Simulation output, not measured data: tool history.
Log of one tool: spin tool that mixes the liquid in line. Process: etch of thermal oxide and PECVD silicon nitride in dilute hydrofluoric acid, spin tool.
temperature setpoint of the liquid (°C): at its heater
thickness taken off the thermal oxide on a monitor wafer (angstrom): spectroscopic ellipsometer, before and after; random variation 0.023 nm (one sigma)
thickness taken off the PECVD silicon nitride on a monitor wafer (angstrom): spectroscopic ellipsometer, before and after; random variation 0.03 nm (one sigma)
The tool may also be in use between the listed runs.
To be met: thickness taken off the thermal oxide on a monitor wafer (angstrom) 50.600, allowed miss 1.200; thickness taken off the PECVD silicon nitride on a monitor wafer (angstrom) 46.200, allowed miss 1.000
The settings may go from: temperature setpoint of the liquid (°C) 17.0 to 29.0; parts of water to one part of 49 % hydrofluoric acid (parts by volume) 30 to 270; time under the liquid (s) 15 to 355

| run | hour | temperature setpoint of the liquid (°C) | parts of water to one part of 49 % hydrofluoric acid (parts by volume) | time under the liquid (s) | thickness taken off the thermal oxide on a monitor wafer (angstrom) | thickness taken off the PECVD silicon nitride on a monitor wafer (angstrom) |
|---|---|---|---|---|---|---|
| 1 | 0.0 | 21.0 | 150 | 180 | 40.377 | 39.298 |
| 2 | 8.5 | 21.0 | 185 | 180 | 31.278 | 32.569 |
| 3 | 15.6 | 21.0 | 185 | 155 | 27.031 | 27.679 |
| 4 | 24.1 | 21.5 | 160 | 145 | 30.624 | 31.168 |
| 5 | 28.3 | 21.5 | 190 | 145 | 25.136 | 26.037 |
| 6 | 32.2 | 21.5 | 165 | 145 | 29.554 | 29.458 |
| 7 | 36.2 | 22.0 | 145 | 140 | 33.910 | 33.806 |
| 8 | 39.4 | 22.0 | 130 | 135 | 37.218 | 36.792 |
| 9 | 43.2 | 22.0 | 115 | 130 | 40.911 | 39.584 |
| 10 | 47.9 | 22.0 | 105 | 130 | 45.442 | 43.804 |
| 11 | 52.0 | 21.5 | 100 | 130 | 46.863 | 43.759 |

5 next moves are on the table. One of them brings every result within its allowed miss. Which?
| A | 56.1 | 24.0 | 125 | 150 | ? | ? |
| B | 56.1 | 21.5 | 145 | 200 | ? | ? |
| C | 56.1 | 20.0 | 115 | 175 | ? | ? |
| D | 56.1 | 25.0 | 100 | 105 | ? | ? |
| E | 56.1 | 19.0 | 75 | 115 | ? | ? |

| move | thickness taken off the thermal oxide on a monitor wafer (angstrom) | thickness taken off the PECVD silicon nitride on a monitor wafer (angstrom) |
|---|---|---|
| A | 46.811 | 47.607 |
| B | 47.701 | 46.549 |
| C | 51.206 | 46.213 |
| D | 43.910 | 44.362 |
| E | 51.756 | 43.014 |
A: as far off as the last run
B: nearer than the last run, and not there yet
C: meets every target
D: further off than the last run
E: brings the result that was furthest off to its target, and leaves another outside
Move C is the one to make.

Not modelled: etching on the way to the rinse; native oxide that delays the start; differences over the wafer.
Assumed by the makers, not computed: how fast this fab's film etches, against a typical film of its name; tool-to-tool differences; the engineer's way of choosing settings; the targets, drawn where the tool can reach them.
